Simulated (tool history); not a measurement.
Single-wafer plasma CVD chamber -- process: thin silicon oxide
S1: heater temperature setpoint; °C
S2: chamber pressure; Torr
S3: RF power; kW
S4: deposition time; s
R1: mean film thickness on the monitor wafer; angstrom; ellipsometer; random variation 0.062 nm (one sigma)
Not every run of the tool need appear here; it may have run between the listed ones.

run 1 day=0 | S1=375 S2=0.834 S3=0.36 S4=10.32 | R1=195.32
run 2 day=0.283 | S1=375 S2=0.834 S3=0.38 S4=10.32 | R1=198.69
run 3 day=0.317 | S1=366 S2=0.834 S3=0.38 S4=10.32 | R1=199.91
run 4 day=0.396 | S1=366 S2=0.799 S3=0.38 S4=10.32 | R1=195.15
run 5 day=0.454 | S1=372 S2=0.799 S3=0.38 S4=10.32 | R1=194.66
run 6 day=0.733 | S1=372 S2=0.799 S3=0.41 S4=10.32 | R1=198.08

For run 7, what comes out?
run 7 day=0.95 | S1=372 S2=0.762 S3=0.41 S4=10.32 | R1=?

{"run 7": {"R1": 191.97}}
